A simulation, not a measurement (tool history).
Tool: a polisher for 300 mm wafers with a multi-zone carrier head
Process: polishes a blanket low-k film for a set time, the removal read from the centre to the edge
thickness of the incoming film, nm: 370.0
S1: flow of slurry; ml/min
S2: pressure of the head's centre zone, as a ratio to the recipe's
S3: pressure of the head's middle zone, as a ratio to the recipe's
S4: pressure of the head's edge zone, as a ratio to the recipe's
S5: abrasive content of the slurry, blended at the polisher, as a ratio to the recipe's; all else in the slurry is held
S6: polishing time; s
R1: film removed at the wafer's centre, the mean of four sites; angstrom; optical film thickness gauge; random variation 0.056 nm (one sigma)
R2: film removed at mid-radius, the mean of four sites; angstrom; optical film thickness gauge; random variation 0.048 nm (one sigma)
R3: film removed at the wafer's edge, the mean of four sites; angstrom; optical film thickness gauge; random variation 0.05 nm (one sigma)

run  hour   S1    S2    S3    S4    S5  S6      R1      R2      R3
  1     0  295     1     1     1     1  34  130.41  129.21  132.94
  2     9  295  0.99     1  0.96  0.85  31  104.31  104.91  106.36
  3  10.3  295  0.95     1  0.96  0.85  31  100.07  104.07  105.22
  4  11.6  305  0.95     1  0.92  0.75  30  85.485   89.07  88.089
  5  20.3  310  0.95  0.99  0.89   0.7  30  80.747  82.656  81.573
  6  24.2  310  0.95  0.99  0.87   0.7  30  80.341  82.384  80.437
  7  25.9  310  0.95  0.99  0.85   0.7  30  80.768  83.052   80.55
  8  33.6  315  0.95  0.99  0.84  0.65  30  74.173  76.321  73.084
  9  40.5  315  0.95  0.98  0.83  0.65  30  73.919  75.212  73.204
 10  48.1  315  0.95  0.98  0.82  0.65  30  72.953  74.854  73.203
 11  53.2  300  0.98     1  0.81   0.6  30  66.389  67.605    64.7
 12  56.8  320  0.97  0.99  0.81   0.6  30  66.775  67.886    63.6
 13  59.7  330  0.96  0.98  0.82   0.6  30  65.927  67.767  64.661
 14  61.9  400  1.02  1.02  0.92  0.65  30  79.699  78.519  77.331
 15  64.2  400  1.01  1.01   0.9  0.65  30  78.492  78.918  75.981

The next listed run, before its measurement:
 16  66.4  395   1   1  0.88  0.65  30   ?   ?   ?

{"run 16": {"R1": 77.773, "R2": 77.134, "R3": 74.517}}
